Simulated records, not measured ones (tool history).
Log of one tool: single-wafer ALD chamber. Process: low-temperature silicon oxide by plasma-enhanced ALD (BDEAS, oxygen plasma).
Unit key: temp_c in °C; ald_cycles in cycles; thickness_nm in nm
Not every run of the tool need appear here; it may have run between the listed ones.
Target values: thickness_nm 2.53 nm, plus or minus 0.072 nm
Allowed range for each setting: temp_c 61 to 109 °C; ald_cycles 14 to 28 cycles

run,hour,temp_c,ald_cycles,thickness_nm
1,0,85,21,3.3208
2,3.4,88,20,3.1077
3,7.9,90,19,2.9441
4,11.5,96,19,2.8697
5,17.8,98,18,2.6894
6,26.5,99,18,2.7016
7,30.7,100,18,2.6862
8,34.8,101,18,2.6851

Which single option among these 5 for the next run brings every result within its allowed miss of target? Just one does.
A,38.9,97,17,?
B,38.9,98,19,?
C,38.9,97,19,?
D,38.9,94,19,?
E,38.9,109,20,?

move,thickness_nm
A,2.5343
B,2.8209
C,2.8325
D,2.8673
E,2.9012
A: all results land within tolerance of their targets
B: the biggest miss grows against the last run
C: the biggest miss grows against the last run
D: the biggest miss grows against the last run
E: the biggest miss grows against the last run
Correct choice: A, which meets every target
